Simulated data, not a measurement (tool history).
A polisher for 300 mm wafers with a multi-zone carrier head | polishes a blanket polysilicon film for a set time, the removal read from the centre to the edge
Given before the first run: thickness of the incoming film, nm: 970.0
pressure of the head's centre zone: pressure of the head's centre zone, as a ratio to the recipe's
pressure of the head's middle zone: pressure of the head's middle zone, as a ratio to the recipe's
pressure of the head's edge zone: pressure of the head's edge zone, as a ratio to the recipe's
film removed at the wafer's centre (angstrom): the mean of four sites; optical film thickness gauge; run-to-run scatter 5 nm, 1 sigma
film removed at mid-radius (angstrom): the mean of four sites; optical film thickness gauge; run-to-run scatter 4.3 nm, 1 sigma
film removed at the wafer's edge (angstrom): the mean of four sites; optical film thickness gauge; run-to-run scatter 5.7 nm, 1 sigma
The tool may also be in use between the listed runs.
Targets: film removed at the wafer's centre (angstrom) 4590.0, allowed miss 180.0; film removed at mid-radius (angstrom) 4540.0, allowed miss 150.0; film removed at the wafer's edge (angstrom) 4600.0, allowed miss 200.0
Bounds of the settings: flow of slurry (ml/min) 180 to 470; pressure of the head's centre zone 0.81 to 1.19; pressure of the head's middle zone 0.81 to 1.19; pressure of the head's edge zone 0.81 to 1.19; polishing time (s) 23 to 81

run	day	flow of slurry (ml/min)	pressure of the head's centre zone	pressure of the head's middle zone	pressure of the head's edge zone	polishing time (s)	film removed at the wafer's centre (angstrom)	film removed at mid-radius (angstrom)	film removed at the wafer's edge (angstrom)
1	0.000	300	1.00	1.00	1.00	52	3483.6	3301.2	3418.6
2	0.333	300	1.00	1.00	1.06	52	3473.8	3293.1	3466.4
3	0.521	300	1.00	1.02	1.07	56	3644.4	3666.9	3722.2
4	0.688	300	0.94	1.02	1.07	56	3464.8	3687.1	3828.7
5	1.042	300	0.94	1.10	1.07	56	3409.7	3884.1	3645.3
6	1.125	300	0.94	1.18	1.07	56	3486.0	4112.0	3768.9
7	1.167	300	0.94	1.18	1.07	56	3472.2	4125.7	3764.7
8	1.429	300	0.97	1.16	1.10	58	3693.9	4259.8	3946.7
9	1.500	305	1.00	1.13	1.12	60	3990.6	4165.4	4184.3
10	1.658	310	1.01	1.14	1.12	61	4018.5	4383.1	4245.2

4 candidate next runs follow, results not yet known. Just one meets every target within its allowed miss. Identify it.
A	1.817	270	1.07	1.19	0.93	66	?	?	?
B	1.817	340	1.08	1.19	1.04	64	?	?	?
C	1.817	295	1.05	1.08	1.08	62	?	?	?
D	1.817	330	1.04	1.06	1.11	67	?	?	?

move	film removed at the wafer's centre (angstrom)	film removed at mid-radius (angstrom)	film removed at the wafer's edge (angstrom)
A	4568.4	4866.7	4066.8
B	4594.2	4834.7	4238.8
C	4255.2	4248.3	4144.8
D	4611.6	4570.3	4582.6
A: brings the last run's worst result on target, with another outside its allowed miss
B: brings the last run's worst result on target, with another outside its allowed miss
C: nearer the targets than the last run, but a result is still out of spec
D: each result inside its tolerance
So the answer is move D, the one that meets all the targets.
